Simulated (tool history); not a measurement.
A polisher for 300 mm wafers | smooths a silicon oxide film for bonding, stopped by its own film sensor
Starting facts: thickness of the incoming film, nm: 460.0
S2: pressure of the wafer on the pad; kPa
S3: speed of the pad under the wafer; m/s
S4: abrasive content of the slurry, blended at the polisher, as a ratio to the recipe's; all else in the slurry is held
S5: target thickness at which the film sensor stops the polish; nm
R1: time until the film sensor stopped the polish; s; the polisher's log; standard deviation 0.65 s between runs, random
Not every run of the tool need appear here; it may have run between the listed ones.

Run 1, hour 0: flow of slurry (ml/min) 190, S2 15.9 kPa, S3 0.86 m/s, S4 1, S5 430 nm. Result: R1 36.253 s.
Run 2, hour 3: flow of slurry (ml/min) 190, S2 15.9 kPa, S3 0.86 m/s, S4 1, S5 430 nm. Result: R1 36.317 s.
Run 3, hour 9.6: flow of slurry (ml/min) 190, S2 13.8 kPa, S3 0.86 m/s, S4 1, S5 430 nm. Result: R1 41.683 s.
Run 4, hour 15.1: flow of slurry (ml/min) 190, S2 13.8 kPa, S3 1.06 m/s, S4 1, S5 430 nm. Result: R1 35.489 s.
Run 5, hour 22.9: flow of slurry (ml/min) 190, S2 12.4 kPa, S3 1.02 m/s, S4 1, S5 430 nm. Result: R1 40.086 s.
Run 6, hour 31.9: flow of slurry (ml/min) 190, S2 12.4 kPa, S3 1.02 m/s, S4 1, S5 433 nm. Result: R1 36.442 s.
Run 7, hour 37.5: flow of slurry (ml/min) 190, S2 11 kPa, S3 0.96 m/s, S4 1, S5 433 nm. Result: R1 42.418 s.
Run 8, hour 43.8: flow of slurry (ml/min) 190, S2 10.3 kPa, S3 0.92 m/s, S4 1, S5 433 nm. Result: R1 46.835 s.
Run 9, hour 46.7: flow of slurry (ml/min) 190, S2 10.3 kPa, S3 0.92 m/s, S4 1, S5 433 nm. Result: R1 46.482 s.
Run 10, hour 54.2: flow of slurry (ml/min) 190, S2 9.7 kPa, S3 0.9 m/s, S4 1, S5 433 nm. Result: R1 50.994 s.
Run 11, hour 59.5: flow of slurry (ml/min) 190, S2 9 kPa, S3 0.9 m/s, S4 1, S5 433 nm. Result: R1 53.852 s.

Forecast run 12:
Run 12, hour 67.9: flow of slurry (ml/min) 180, S2 6.9 kPa, S3 0.86 m/s, S4 1, S5 433 nm. Result: R1 ?.

{"run 12": {"R1": 72.11}}

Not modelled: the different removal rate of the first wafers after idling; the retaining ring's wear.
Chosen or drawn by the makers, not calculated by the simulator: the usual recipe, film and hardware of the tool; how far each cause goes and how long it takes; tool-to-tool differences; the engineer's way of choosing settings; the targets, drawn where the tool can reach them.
